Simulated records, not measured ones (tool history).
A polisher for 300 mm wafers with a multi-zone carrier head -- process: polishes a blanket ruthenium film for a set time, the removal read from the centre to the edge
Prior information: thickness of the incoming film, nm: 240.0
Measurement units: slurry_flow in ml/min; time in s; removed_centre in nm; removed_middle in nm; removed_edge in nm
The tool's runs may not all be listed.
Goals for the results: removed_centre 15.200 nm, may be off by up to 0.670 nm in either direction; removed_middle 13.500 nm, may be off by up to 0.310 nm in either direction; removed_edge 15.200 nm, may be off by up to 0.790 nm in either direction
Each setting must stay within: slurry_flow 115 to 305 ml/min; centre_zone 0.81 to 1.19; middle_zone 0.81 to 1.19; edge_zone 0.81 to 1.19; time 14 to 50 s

run 1 hour=0.0 | slurry_flow=195 centre_zone=1.00 middle_zone=1.00 edge_zone=1.00 time=32 | removed_centre=24.963 removed_middle=23.621 removed_edge=23.634
run 2 hour=6.0 | slurry_flow=180 centre_zone=0.98 middle_zone=0.95 edge_zone=0.97 time=28 | removed_centre=20.662 removed_middle=19.273 removed_edge=19.896
run 3 hour=6.6 | slurry_flow=180 centre_zone=0.98 middle_zone=0.95 edge_zone=0.97 time=22 | removed_centre=16.232 removed_middle=15.283 removed_edge=16.397
run 4 hour=14.4 | slurry_flow=170 centre_zone=0.98 middle_zone=0.92 edge_zone=0.96 time=22 | removed_centre=16.196 removed_middle=14.849 removed_edge=15.615
run 5 hour=17.1 | slurry_flow=160 centre_zone=0.97 middle_zone=0.90 edge_zone=0.98 time=22 | removed_centre=15.457 removed_middle=14.337 removed_edge=15.518
run 6 hour=20.2 | slurry_flow=160 centre_zone=0.97 middle_zone=0.90 edge_zone=0.98 time=28 | removed_centre=20.314 removed_middle=18.371 removed_edge=20.186
run 7 hour=25.4 | slurry_flow=130 centre_zone=0.94 middle_zone=0.81 edge_zone=0.90 time=21 | removed_centre=13.892 removed_middle=11.966 removed_edge=14.006
run 8 hour=29.5 | slurry_flow=155 centre_zone=0.94 middle_zone=0.82 edge_zone=0.91 time=21 | removed_centre=14.367 removed_middle=12.558 removed_edge=14.731
run 9 hour=32.2 | slurry_flow=165 centre_zone=0.94 middle_zone=0.83 edge_zone=0.90 time=21 | removed_centre=14.251 removed_middle=12.807 removed_edge=14.588
run 10 hour=32.8 | slurry_flow=175 centre_zone=0.95 middle_zone=0.83 edge_zone=0.90 time=21 | removed_centre=15.098 removed_middle=12.851 removed_edge=14.230
run 11 hour=36.1 | slurry_flow=180 centre_zone=0.95 middle_zone=0.83 edge_zone=0.92 time=21 | removed_centre=15.114 removed_middle=13.182 removed_edge=15.092
run 12 hour=41.5 | slurry_flow=185 centre_zone=0.95 middle_zone=0.83 edge_zone=0.92 time=21 | removed_centre=15.425 removed_middle=13.016 removed_edge=14.710

5 next moves are on the table. One of them brings every result within its allowed miss. Which?
run A hour=46.9 | slurry_flow=170 centre_zone=0.94 middle_zone=0.83 edge_zone=0.90 time=22 | removed_centre=? removed_middle=? removed_edge=?
run B hour=46.9 | slurry_flow=215 centre_zone=1.04 middle_zone=0.82 edge_zone=0.93 time=19 | removed_centre=? removed_middle=? removed_edge=?
run C hour=46.9 | slurry_flow=210 centre_zone=0.99 middle_zone=0.89 edge_zone=0.88 time=21 | removed_centre=? removed_middle=? removed_edge=?
run D hour=46.9 | slurry_flow=170 centre_zone=0.89 middle_zone=0.86 edge_zone=0.99 time=21 | removed_centre=? removed_middle=? removed_edge=?
run E hour=46.9 | slurry_flow=200 centre_zone=0.97 middle_zone=0.82 edge_zone=0.93 time=20 | removed_centre=? removed_middle=? removed_edge=?

move=A removed_centre=15.403 removed_middle=13.476 removed_edge=15.308
move=B removed_centre=15.389 removed_middle=11.977 removed_edge=13.817
move=C removed_centre=16.131 removed_middle=14.116 removed_edge=14.836
move=D removed_centre=13.917 removed_middle=13.246 removed_edge=15.275
move=E removed_centre=14.917 removed_middle=12.475 removed_edge=14.426
A: all results in spec
B: lands further from the targets than the last run did
C: takes the result that was furthest off past its target
D: corrects the largest miss of the last run, while another result sits out of spec
E: lands further from the targets than the last run did
The right move is A.
